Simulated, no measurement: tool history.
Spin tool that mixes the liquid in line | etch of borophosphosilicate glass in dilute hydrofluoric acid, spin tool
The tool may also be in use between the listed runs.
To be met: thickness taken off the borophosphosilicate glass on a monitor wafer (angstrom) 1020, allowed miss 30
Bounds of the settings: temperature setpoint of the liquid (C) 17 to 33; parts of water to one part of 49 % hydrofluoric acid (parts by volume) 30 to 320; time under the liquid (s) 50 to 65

run,hour,temperature setpoint of the liquid (C),parts of water to one part of 49 % hydrofluoric acid (parts by volume),time under the liquid (s),thickness taken off the borophosphosilicate glass on a monitor wafer (angstrom)
1,0,25,175,65,220.59
2,2.1,26,155,65,265.42
3,4.5,27,140,65,310.82
4,12.1,27,190,65,214.43
5,19.9,29.5,190,65,238.56
6,21,30,170,65,278.16
7,22.6,33,100,65,574.03
8,31.3,33,90,65,657.97
9,35.2,33,85,65,699.31
10,38.7,33,80,65,734.66
11,43.8,33,75,65,798.16
12,47.5,33,70,65,855.54

Which of these 4 next moves meets every target?
A,51.2,33,60,65,?
B,51.2,33,55,65,?
C,51.2,33,65,65,?
D,51.2,33,45,50,?

move,thickness taken off the borophosphosilicate glass on a monitor wafer (angstrom)
A,1025.9
B,1128.3
C,939.32
D,1078.5
A: meets every target
B: takes the result that was furthest off past its target
C: nearer than the last run, and not there yet
D: takes the result that was furthest off past its target
Answer: A
